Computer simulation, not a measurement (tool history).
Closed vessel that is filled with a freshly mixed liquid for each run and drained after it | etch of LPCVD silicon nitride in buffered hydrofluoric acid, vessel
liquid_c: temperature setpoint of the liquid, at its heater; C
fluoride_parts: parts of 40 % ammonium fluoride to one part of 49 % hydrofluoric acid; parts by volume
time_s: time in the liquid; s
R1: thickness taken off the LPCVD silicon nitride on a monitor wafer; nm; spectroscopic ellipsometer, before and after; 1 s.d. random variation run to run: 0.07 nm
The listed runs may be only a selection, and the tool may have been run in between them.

{"run": 1, "hour": 0.0, "liquid_c": 20.0, "fluoride_parts": 15.0, "time_s": 480, "R1": 3.9104}
{"run": 2, "hour": 9.0, "liquid_c": 20.0, "fluoride_parts": 15.0, "time_s": 270, "R1": 2.1917}
{"run": 3, "hour": 16.7, "liquid_c": 21.5, "fluoride_parts": 13.0, "time_s": 310, "R1": 3.1481}
{"run": 4, "hour": 22.5, "liquid_c": 23.0, "fluoride_parts": 11.5, "time_s": 345, "R1": 4.3338}
{"run": 5, "hour": 26.3, "liquid_c": 23.0, "fluoride_parts": 8.5, "time_s": 345, "R1": 5.6415}
{"run": 6, "hour": 33.2, "liquid_c": 24.0, "fluoride_parts": 8.0, "time_s": 345, "R1": 6.3521}
{"run": 7, "hour": 41.6, "liquid_c": 25.0, "fluoride_parts": 8.0, "time_s": 345, "R1": 6.7479}
{"run": 8, "hour": 43.7, "liquid_c": 25.5, "fluoride_parts": 8.0, "time_s": 345, "R1": 6.8975}

Run 9 is up next; what results do you expect?
{"run": 9, "hour": 51.7, "liquid_c": 26.0, "fluoride_parts": 8.0, "time_s": 345, "R1": "?"}

For run 9 the tool returned R1 7.0350 nm.
